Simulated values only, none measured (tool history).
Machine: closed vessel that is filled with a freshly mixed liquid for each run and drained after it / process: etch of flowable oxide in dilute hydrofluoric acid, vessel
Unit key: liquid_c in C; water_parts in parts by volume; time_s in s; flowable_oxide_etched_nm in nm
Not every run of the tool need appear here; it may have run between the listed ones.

{"run": 1, "hour": 0.0, "liquid_c": 21, "water_parts": 175, "time_s": 145, "flowable_oxide_etched_nm": 23.791}
{"run": 2, "hour": 7.9, "liquid_c": 23, "water_parts": 170, "time_s": 145, "flowable_oxide_etched_nm": 26.103}
{"run": 3, "hour": 14.0, "liquid_c": 23, "water_parts": 170, "time_s": 115, "flowable_oxide_etched_nm": 21.001}
{"run": 4, "hour": 20.1, "liquid_c": 23, "water_parts": 170, "time_s": 115, "flowable_oxide_etched_nm": 21.028}
{"run": 5, "hour": 23.8, "liquid_c": 23, "water_parts": 170, "time_s": 145, "flowable_oxide_etched_nm": 26.385}
{"run": 6, "hour": 25.8, "liquid_c": 26, "water_parts": 170, "time_s": 145, "flowable_oxide_etched_nm": 29.638}

What does the tool deliver on the next run?
{"run": 7, "hour": 28.1, "liquid_c": 26, "water_parts": 170, "time_s": 145, "flowable_oxide_etched_nm": "?"}

{"run 7": {"flowable_oxide_etched_nm": 29.613}}
